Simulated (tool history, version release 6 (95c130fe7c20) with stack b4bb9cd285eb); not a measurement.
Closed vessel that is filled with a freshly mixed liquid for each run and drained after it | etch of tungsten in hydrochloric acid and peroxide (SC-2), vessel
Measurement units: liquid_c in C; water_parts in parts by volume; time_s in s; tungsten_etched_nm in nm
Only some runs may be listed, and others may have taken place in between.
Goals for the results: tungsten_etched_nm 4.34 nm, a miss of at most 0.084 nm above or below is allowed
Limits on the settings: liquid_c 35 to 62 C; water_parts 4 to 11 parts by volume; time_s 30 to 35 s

{"run": 1, "hour": 0.0, "liquid_c": 46, "water_parts": 6, "time_s": 35, "tungsten_etched_nm": 9.0552}
{"run": 2, "hour": 1.0, "liquid_c": 43, "water_parts": 6, "time_s": 35, "tungsten_etched_nm": 7.3825}
{"run": 3, "hour": 9.4, "liquid_c": 41.5, "water_parts": 6, "time_s": 35, "tungsten_etched_nm": 6.6941}
{"run": 4, "hour": 13.1, "liquid_c": 44.5, "water_parts": 6, "time_s": 35, "tungsten_etched_nm": 8.1799}
{"hour": 15.5, "done": "thermometer replaced"}
{"run": 5, "hour": 15.5, "liquid_c": 42.5, "water_parts": 6, "time_s": 35, "tungsten_etched_nm": 6.5147}
{"run": 6, "hour": 16.7, "liquid_c": 42.5, "water_parts": 5, "time_s": 35, "tungsten_etched_nm": 7.3818}
{"run": 7, "hour": 21.2, "liquid_c": 42.5, "water_parts": 5, "time_s": 35, "tungsten_etched_nm": 7.3879}
{"run": 8, "hour": 29.9, "liquid_c": 41, "water_parts": 5, "time_s": 35, "tungsten_etched_nm": 6.6673}
{"run": 9, "hour": 31.3, "liquid_c": 39.5, "water_parts": 5, "time_s": 35, "tungsten_etched_nm": 6.0096}

Exercise: of the 5 proposed moves below, exactly one satisfies all targets within the stated allowed misses. Which move is it?
{"run": "A", "hour": 32.7, "liquid_c": 39.5, "water_parts": 8, "time_s": 35, "tungsten_etched_nm": "?"}
{"run": "B", "hour": 32.7, "liquid_c": 35, "water_parts": 5, "time_s": 35, "tungsten_etched_nm": "?"}
{"run": "C", "hour": 32.7, "liquid_c": 35.5, "water_parts": 5, "time_s": 35, "tungsten_etched_nm": "?"}
{"run": "D", "hour": 32.7, "liquid_c": 36.5, "water_parts": 5, "time_s": 30, "tungsten_etched_nm": "?"}
{"run": "E", "hour": 32.7, "liquid_c": 36, "water_parts": 4, "time_s": 30, "tungsten_etched_nm": "?"}

move=A tungsten_etched_nm=4.1801
move=B tungsten_etched_nm=4.3137
move=C tungsten_etched_nm=4.4745
move=D tungsten_etched_nm=4.1251
move=E tungsten_etched_nm=4.6408
A: takes the biggest miss from the last run beyond its target
B: every result lands within tolerance
C: closer than the last run, but not yet in spec
D: takes the biggest miss from the last run beyond its target
E: closer than the last run, but not yet in spec
Answer: B
